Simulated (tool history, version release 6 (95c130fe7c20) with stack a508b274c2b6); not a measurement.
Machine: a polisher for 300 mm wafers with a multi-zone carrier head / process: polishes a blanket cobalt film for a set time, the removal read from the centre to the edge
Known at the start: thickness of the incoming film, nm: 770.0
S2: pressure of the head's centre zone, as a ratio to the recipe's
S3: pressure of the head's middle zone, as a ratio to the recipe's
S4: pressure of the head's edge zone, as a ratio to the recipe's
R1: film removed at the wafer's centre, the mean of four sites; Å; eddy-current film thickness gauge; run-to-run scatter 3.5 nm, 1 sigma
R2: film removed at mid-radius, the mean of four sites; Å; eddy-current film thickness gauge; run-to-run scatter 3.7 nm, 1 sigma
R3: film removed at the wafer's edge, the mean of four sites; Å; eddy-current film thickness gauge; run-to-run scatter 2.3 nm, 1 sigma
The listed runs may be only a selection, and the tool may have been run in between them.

{"run": 1, "day": 0.0, "flow of slurry (ml/min)": 245, "S2": 1, "S3": 1, "S4": 1, "polishing time (s)": 59, "R1": 2478.1, "R2": 2596.8, "R3": 2460.6}
{"run": 2, "day": 0.133, "flow of slurry (ml/min)": 255, "S2": 1.01, "S3": 1.03, "S4": 1.03, "polishing time (s)": 62, "R1": 2667.1, "R2": 2786.1, "R3": 2611.3}
{"run": 3, "day": 0.283, "flow of slurry (ml/min)": 225, "S2": 1.01, "S3": 1.03, "S4": 1.03, "polishing time (s)": 62, "R1": 2628.8, "R2": 2762.1, "R3": 2595.9}
{"run": 4, "day": 0.379, "flow of slurry (ml/min)": 230, "S2": 1.01, "S3": 1.05, "S4": 1.05, "polishing time (s)": 65, "R1": 2800.6, "R2": 2966.2, "R3": 2758.2}
{"run": 5, "day": 0.417, "flow of slurry (ml/min)": 230, "S2": 1.01, "S3": 1.05, "S4": 1.13, "polishing time (s)": 65, "R1": 2758.3, "R2": 2901.9, "R3": 2889.8}
{"day": 0.788, "done": "edge zone pressure recalibrated"}
{"run": 6, "day": 0.788, "flow of slurry (ml/min)": 230, "S2": 1.01, "S3": 1.05, "S4": 1.19, "polishing time (s)": 65, "R1": 2791.3, "R2": 2951.8, "R3": 3112.1}

Run 7 has not been measured yet. What should we expect?
{"run": 7, "day": 1.004, "flow of slurry (ml/min)": 245, "S2": 1.02, "S3": 1.08, "S4": 1.19, "polishing time (s)": 66, "R1": "?", "R2": "?", "R3": "?"}

R1: 2800.9 Å
R2: 3071.9 Å
R3: 3183 Å
